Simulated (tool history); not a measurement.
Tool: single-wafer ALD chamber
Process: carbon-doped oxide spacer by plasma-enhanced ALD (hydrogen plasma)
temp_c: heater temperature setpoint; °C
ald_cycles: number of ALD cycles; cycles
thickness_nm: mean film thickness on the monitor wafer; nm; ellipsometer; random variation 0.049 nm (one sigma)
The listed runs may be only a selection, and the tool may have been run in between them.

| run | hour | temp_c | ald_cycles | thickness_nm |
|---|---|---|---|---|
| 1 | 0.0 | 415 | 219 | 10.6330 |
| 2 | 4.2 | 415 | 200 | 9.7298 |
| 3 | 7.6 | 415 | 227 | 11.1090 |
| 4 | 11.0 | 413 | 230 | 11.2750 |
| 5 | 19.5 | 412 | 234 | 11.5130 |
| 6 | 27.7 | 420 | 234 | 11.1520 |
| 7 | 33.1 | 417 | 236 | 11.4210 |
| 8 | 40.9 | 415 | 238 | 11.6240 |
| 9 | 47.9 | 413 | 239 | 11.6830 |
| 10 | 49.7 | 412 | 241 | 11.9370 |

Predict the results of run 11:
| 11 | 57.0 | 412 | 241 | ? |

Run 11 measured thickness_nm 11.8630 nm.

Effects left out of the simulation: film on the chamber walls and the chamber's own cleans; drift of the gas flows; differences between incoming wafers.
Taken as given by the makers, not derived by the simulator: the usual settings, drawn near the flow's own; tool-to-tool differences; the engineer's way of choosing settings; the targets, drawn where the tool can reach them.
